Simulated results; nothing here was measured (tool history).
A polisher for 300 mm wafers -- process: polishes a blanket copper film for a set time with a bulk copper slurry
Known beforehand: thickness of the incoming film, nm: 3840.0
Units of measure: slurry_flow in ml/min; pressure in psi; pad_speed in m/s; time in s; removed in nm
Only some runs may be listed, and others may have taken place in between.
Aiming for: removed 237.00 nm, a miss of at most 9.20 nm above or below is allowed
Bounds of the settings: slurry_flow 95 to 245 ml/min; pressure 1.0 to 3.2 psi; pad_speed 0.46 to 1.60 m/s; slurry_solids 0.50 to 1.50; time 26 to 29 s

| run | hour | slurry_flow | pressure | pad_speed | slurry_solids | time | removed |
|---|---|---|---|---|---|---|---|
| 1 | 0.0 | 155 | 2.1 | 1.02 | 1.00 | 29 | 153.23 |
| 2 | 2.0 | 160 | 2.3 | 1.02 | 1.00 | 29 | 170.65 |
| 3 | 6.7 | 130 | 2.3 | 1.02 | 1.00 | 29 | 156.46 |
| 4 | 15.2 | 145 | 2.3 | 1.02 | 1.00 | 29 | 163.51 |
|  | 21.1 | slurry nozzle cleaned |
| 5 | 21.1 | 120 | 2.3 | 1.02 | 1.00 | 29 | 176.34 |
| 6 | 21.7 | 115 | 2.5 | 1.02 | 1.00 | 29 | 189.97 |
| 7 | 24.3 | 115 | 2.6 | 1.02 | 1.00 | 29 | 200.71 |
| 8 | 27.8 | 115 | 2.7 | 1.02 | 1.00 | 29 | 202.77 |
| 9 | 36.8 | 115 | 2.8 | 1.02 | 1.00 | 29 | 208.72 |
| 10 | 37.5 | 115 | 2.9 | 1.02 | 1.00 | 29 | 216.84 |
| 11 | 41.7 | 115 | 3.0 | 1.02 | 1.00 | 29 | 226.27 |

Pick the move, out of 5, that brings all results within their allowed miss; only one does.
| A | 45.9 | 110 | 3.2 | 0.92 | 0.95 | 29 | ? |
| B | 45.9 | 95 | 3.0 | 1.04 | 0.90 | 29 | ? |
| C | 45.9 | 95 | 3.1 | 1.08 | 1.00 | 29 | ? |
| D | 45.9 | 95 | 2.8 | 1.06 | 1.10 | 29 | ? |
| E | 45.9 | 95 | 3.2 | 1.02 | 0.75 | 29 | ? |

| move | removed |
|---|---|
| A | 211.93 |
| B | 211.34 |
| C | 232.71 |
| D | 212.07 |
| E | 210.47 |
A: moves away from the targets compared with the last run
B: moves away from the targets compared with the last run
C: each result inside its tolerance
D: moves away from the targets compared with the last run
E: moves away from the targets compared with the last run
Correct choice: C, which meets every target

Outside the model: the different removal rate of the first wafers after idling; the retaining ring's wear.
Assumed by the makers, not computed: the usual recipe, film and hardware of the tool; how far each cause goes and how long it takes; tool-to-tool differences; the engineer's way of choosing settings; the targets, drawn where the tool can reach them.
